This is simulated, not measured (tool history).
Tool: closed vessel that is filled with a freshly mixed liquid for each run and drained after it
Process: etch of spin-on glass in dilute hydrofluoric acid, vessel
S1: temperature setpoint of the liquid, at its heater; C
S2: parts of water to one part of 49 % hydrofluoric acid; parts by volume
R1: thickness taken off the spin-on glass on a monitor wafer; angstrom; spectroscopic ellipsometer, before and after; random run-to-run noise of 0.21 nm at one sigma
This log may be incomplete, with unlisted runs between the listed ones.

run 1 hour=0.0 | S1=22.0 S2=115 time_in_the_liquid_(s)=195 | R1=327.02
run 2 hour=7.1 | S1=21.0 S2=120 time_in_the_liquid_(s)=195 | R1=297.04
run 3 hour=8.0 | S1=20.0 S2=120 time_in_the_liquid_(s)=195 | R1=276.93
run 4 hour=13.0 | S1=19.5 S2=120 time_in_the_liquid_(s)=195 | R1=280.79
run 5 hour=21.5 | S1=19.0 S2=120 time_in_the_liquid_(s)=195 | R1=274.91
run 6 hour=28.3 | S1=19.0 S2=120 time_in_the_liquid_(s)=195 | R1=271.13

Run 7, settings as shown, results not yet in. Your forecast:
run 7 hour=29.8 | S1=18.5 S2=120 time_in_the_liquid_(s)=195 | R1=?

R1: 262.81 angstrom
